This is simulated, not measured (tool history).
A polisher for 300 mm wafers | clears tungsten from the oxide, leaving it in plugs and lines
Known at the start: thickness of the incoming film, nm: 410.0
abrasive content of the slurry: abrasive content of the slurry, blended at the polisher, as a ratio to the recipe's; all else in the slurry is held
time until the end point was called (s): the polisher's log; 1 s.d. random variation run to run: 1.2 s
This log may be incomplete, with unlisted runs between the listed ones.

run	hour	flow of slurry (ml/min)	pressure of the wafer on the pad (psi)	speed of the pad under the wafer (cm/s)	abrasive content of the slurry	overpolish time after the end point (s)	time until the end point was called (s)
1	0.0	290	3.6	102	1.0	4	89.626
2	5.3	290	4.1	102	1.0	4	78.951
3	8.9	290	3.9	102	1.0	4	84.067
4	17.4	290	3.7	102	1.0	4	89.390
5	23.9	330	3.7	102	1.0	4	87.340
6	31.9	330	4.1	102	1.0	4	78.281
7	37.4	330	3.9	102	1.0	4	83.972
8	43.5	330	3.7	102	1.0	4	87.230
9	46.7	330	3.7	102	1.0	4	86.919

Run 10, settings as shown, results not yet in. Your forecast:
10	52.7	330	3.5	102	1.0	4	?

Logged for run 10: time until the end point was called (s) 92.436.

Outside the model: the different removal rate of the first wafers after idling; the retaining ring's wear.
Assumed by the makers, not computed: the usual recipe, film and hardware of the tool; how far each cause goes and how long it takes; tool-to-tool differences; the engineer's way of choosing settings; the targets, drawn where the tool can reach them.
